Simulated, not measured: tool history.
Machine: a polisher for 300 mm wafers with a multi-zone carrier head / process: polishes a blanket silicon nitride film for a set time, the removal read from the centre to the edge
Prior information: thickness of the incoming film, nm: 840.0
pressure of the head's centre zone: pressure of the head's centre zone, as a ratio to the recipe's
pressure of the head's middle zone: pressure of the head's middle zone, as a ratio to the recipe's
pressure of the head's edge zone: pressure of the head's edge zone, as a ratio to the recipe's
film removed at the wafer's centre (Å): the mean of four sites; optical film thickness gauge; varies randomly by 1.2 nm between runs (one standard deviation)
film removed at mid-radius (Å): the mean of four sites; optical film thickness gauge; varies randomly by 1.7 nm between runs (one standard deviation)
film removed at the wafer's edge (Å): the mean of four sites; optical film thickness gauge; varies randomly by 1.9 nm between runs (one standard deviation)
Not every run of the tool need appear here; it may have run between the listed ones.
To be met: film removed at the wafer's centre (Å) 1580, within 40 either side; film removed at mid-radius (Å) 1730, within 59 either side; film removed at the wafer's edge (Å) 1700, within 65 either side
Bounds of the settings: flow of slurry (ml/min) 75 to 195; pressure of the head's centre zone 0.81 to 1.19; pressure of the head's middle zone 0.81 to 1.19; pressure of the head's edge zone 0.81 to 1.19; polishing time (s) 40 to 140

run	day	flow of slurry (ml/min)	pressure of the head's centre zone	pressure of the head's middle zone	pressure of the head's edge zone	polishing time (s)	film removed at the wafer's centre (Å)	film removed at mid-radius (Å)	film removed at the wafer's edge (Å)
1	0	125	1	1	1	90	2282.1	2049.3	2118
2	0.042	115	0.95	1	0.96	88	2078.1	1992	2016.6
3	0.333	115	0.95	1	0.96	96	2261.5	2147.4	2208.8
4	0.421	110	0.92	1	0.93	91	2047.4	2042.8	2061.2
5	0.742	85	0.92	1	0.93	91	1933.3	1972.4	2010.9
6	0.788	105	0.92	1	0.93	91	2052.5	2027.1	2056.6
7	1.004	85	0.82	0.98	0.83	78	1494.1	1641.7	1633.9
8	1.071	90	0.82	0.98	0.84	78	1503.3	1675.4	1637.4

Below are 4 possible settings for the next run. Only one of them brings all results inside the allowed miss of their targets. Which is it?
A	1.138	80	0.9	1.04	0.81	78	?	?	?
B	1.138	80	0.81	1.07	0.84	76	?	?	?
C	1.138	90	0.86	1.03	0.9	78	?	?	?
D	1.138	100	0.85	1.04	0.82	75	?	?	?

move	film removed at the wafer's centre (Å)	film removed at mid-radius (Å)	film removed at the wafer's edge (Å)
A	1601.1	1693.7	1607.9
B	1404.4	1691.5	1591.3
C	1570.5	1718.6	1711.6
D	1526.6	1699.4	1599.5
A: gets the furthest-off result to its target, but another result is out of tolerance
B: lands further from the targets than the last run did
C: in spec on every target
D: nearer the targets than the last run, but a result is still out of spec
Correct choice: C, which meets every target
